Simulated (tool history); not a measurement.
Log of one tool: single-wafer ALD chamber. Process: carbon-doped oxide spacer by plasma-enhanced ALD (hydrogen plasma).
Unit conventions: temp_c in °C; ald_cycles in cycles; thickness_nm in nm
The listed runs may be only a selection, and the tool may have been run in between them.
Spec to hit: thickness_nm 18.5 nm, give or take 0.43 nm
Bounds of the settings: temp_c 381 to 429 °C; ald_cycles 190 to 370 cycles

run 1 hour=0 | temp_c=405 ald_cycles=280 | thickness_nm=15.623
run 2 hour=3.3 | temp_c=405 ald_cycles=316 | thickness_nm=17.68
run 3 hour=10.2 | temp_c=400 ald_cycles=316 | thickness_nm=17.876
run 4 hour=18 | temp_c=407 ald_cycles=316 | thickness_nm=17.564
run 5 hour=23.9 | temp_c=399 ald_cycles=316 | thickness_nm=17.891
run 6 hour=29.3 | temp_c=399 ald_cycles=351 | thickness_nm=19.803
run 7 hour=32 | temp_c=400 ald_cycles=348 | thickness_nm=19.679
run 8 hour=38.3 | temp_c=401 ald_cycles=346 | thickness_nm=19.815
run 9 hour=44.3 | temp_c=401 ald_cycles=343 | thickness_nm=19.489
run 10 hour=46.5 | temp_c=401 ald_cycles=341 | thickness_nm=19.159
run 11 hour=51.9 | temp_c=401 ald_cycles=340 | thickness_nm=19.165
run 12 hour=58.6 | temp_c=401 ald_cycles=339 | thickness_nm=19.326

Consider the 5 candidate settings below. Which is the only one whose results all fall within their allowed miss of target?
run A hour=65.3 | temp_c=408 ald_cycles=335 | thickness_nm=?
run B hour=65.3 | temp_c=406 ald_cycles=370 | thickness_nm=?
run C hour=65.3 | temp_c=407 ald_cycles=355 | thickness_nm=?
run D hour=65.3 | temp_c=406 ald_cycles=361 | thickness_nm=?
run E hour=65.3 | temp_c=398 ald_cycles=357 | thickness_nm=?

move=A thickness_nm=18.569
move=B thickness_nm=20.653
move=C thickness_nm=19.747
move=D thickness_nm=20.151
move=E thickness_nm=20.302
A: every result lands within tolerance
B: misses by more than the last run did
C: misses by more than the last run did
D: misses by more than the last run did
E: misses by more than the last run did
A meets every target.

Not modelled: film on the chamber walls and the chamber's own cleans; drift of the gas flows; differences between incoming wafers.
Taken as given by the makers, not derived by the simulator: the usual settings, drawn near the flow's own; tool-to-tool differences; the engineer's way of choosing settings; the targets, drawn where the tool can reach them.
